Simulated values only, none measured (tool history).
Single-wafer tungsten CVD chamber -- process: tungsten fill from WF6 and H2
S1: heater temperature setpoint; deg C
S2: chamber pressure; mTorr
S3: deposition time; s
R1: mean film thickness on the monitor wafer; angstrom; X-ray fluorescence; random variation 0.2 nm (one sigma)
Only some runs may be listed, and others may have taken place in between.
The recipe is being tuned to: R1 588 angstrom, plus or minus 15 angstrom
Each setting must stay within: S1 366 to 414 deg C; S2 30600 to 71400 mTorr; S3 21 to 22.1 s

run 1 hour=0 | S1=390 S2=51000 S3=22.1 | R1=675.92
run 2 hour=8 | S1=389 S2=50900 S3=22.1 | R1=656.06
run 3 hour=16.4 | S1=388 S2=50800 S3=22.1 | R1=638.86
run 4 hour=25.1 | S1=388 S2=50800 S3=21 | R1=612.95
run 5 hour=27.2 | S1=388 S2=50800 S3=22.1 | R1=642.66
run 6 hour=32.2 | S1=388 S2=50800 S3=22.1 | R1=637.61
run 7 hour=40.8 | S1=387 S2=50800 S3=22.1 | R1=627.99
run 8 hour=47.1 | S1=386 S2=50800 S3=22.1 | R1=614.68

4 candidate next runs follow, results not yet known. Just one meets every target within its allowed miss. Identify it.
run A hour=53.4 | S1=388 S2=47400 S3=22.1 | R1=?
run B hour=53.4 | S1=387 S2=54800 S3=22.1 | R1=?
run C hour=53.4 | S1=386 S2=57000 S3=21.8 | R1=?
run D hour=53.4 | S1=387 S2=48400 S3=21 | R1=?

move=A R1=626.69
move=B R1=642.97
move=C R1=628.29
move=D R1=586.16
A: moves away from the targets compared with the last run
B: moves away from the targets compared with the last run
C: moves away from the targets compared with the last run
D: all results in spec
Move D is the one to make.
